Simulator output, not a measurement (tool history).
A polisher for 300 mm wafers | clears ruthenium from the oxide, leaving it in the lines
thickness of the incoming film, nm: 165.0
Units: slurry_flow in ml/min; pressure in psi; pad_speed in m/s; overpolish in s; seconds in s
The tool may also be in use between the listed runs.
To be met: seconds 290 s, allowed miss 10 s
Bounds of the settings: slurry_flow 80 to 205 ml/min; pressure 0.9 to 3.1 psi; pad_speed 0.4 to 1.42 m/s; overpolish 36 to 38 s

run	hour	slurry_flow	pressure	pad_speed	overpolish	seconds
1	0	135	2	0.9	36	181.29
2	8.6	135	2	0.9	36	183.6
3	13.7	135	2	0.9	38	178.21
4	20.6	130	1.7	0.9	38	210.01
5	21.7	125	1.5	0.9	38	242.34
6	23.5	120	1.4	0.9	38	260.07
7	30.8	115	1.4	0.9	38	264.02
8	39.5	100	1.2	0.9	38	316.72
9	44.3	125	1.2	0.9	38	304.8
10	45.7	125	1.3	0.9	38	278.68

5 next moves are on the table. One of them brings every result within its allowed miss. Which?
A	47.1	155	1.6	0.72	38	?
B	47.1	120	1.5	0.76	38	?
C	47.1	115	1.2	1.04	38	?
D	47.1	125	1	1.24	38	?
E	47.1	125	1.3	0.94	38	?

move	seconds
A	264.71
B	281.93
C	260.15
D	255.25
E	260.71
A: further off than the last run
B: meets every target
C: further off than the last run
D: further off than the last run
E: further off than the last run
Answer: B
